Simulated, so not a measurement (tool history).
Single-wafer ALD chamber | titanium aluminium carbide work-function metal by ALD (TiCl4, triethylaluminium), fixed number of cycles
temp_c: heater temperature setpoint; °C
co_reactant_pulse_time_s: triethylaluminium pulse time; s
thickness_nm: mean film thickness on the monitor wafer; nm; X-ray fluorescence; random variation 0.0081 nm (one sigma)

run  hour  temp_c  co_reactant_pulse_time_s  thickness_nm
  1     0     310                     11.96        2.1224
  2   6.1     303                     11.96        2.0376
  3    11     311                     11.96        2.1291
  4  15.6     306                     11.51        2.0778
  5  20.7     312                     11.51        2.1218
  6  27.2     307                      10.9        2.0772
  7  34.1     307                      10.9        2.0826
  8  40.4     295                      8.86         1.868

Forecast run 9:
  9  42.5     297                      8.96             ?

thickness_nm: 1.8887 nm

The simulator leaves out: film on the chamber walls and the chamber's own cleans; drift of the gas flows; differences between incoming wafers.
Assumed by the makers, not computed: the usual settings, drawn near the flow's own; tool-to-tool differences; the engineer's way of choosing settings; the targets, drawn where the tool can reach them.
